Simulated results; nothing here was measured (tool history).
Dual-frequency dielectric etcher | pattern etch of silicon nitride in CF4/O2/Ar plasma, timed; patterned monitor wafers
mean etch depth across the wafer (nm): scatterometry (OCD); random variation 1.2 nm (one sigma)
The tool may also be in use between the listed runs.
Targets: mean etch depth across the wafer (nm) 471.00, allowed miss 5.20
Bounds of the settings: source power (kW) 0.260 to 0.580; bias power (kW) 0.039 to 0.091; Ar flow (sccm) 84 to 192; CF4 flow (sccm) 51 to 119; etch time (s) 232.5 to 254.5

run	day	source power (kW)	bias power (kW)	Ar flow (sccm)	CF4 flow (sccm)	etch time (s)	mean etch depth across the wafer (nm)
1	0.000	0.420	0.065	138	85	254.5	422.26
2	0.167	0.420	0.065	121	85	254.5	429.22
3	0.521	0.430	0.065	121	85	254.5	438.51
4	0.767	0.430	0.065	121	72	254.5	429.79
5	1.008	0.430	0.065	121	65	254.5	422.41
6	1.233	0.430	0.065	121	65	254.5	420.69
7	1.421	0.500	0.065	121	65	254.5	489.01
8	1.554	0.500	0.065	121	65	254.5	488.19
9	1.633	0.500	0.065	121	65	254.5	489.09
10	2.017	0.490	0.065	121	65	254.5	477.98
11	2.075	0.490	0.065	121	65	254.5	479.06

5 next moves are on the table. One of them brings every result within its allowed miss. Which?
A	2.133	0.500	0.070	127	66	247.0	?
B	2.133	0.480	0.068	124	70	240.5	?
C	2.133	0.510	0.065	124	52	249.5	?
D	2.133	0.550	0.064	135	52	247.0	?
E	2.133	0.490	0.066	132	70	239.5	?

move	mean etch depth across the wafer (nm)
A	489.66
B	456.61
C	470.37
D	491.33
E	454.02
A: further off than the last run
B: takes the result that was furthest off past its target
C: meets every target
D: further off than the last run
E: takes the result that was furthest off past its target
Answer: C

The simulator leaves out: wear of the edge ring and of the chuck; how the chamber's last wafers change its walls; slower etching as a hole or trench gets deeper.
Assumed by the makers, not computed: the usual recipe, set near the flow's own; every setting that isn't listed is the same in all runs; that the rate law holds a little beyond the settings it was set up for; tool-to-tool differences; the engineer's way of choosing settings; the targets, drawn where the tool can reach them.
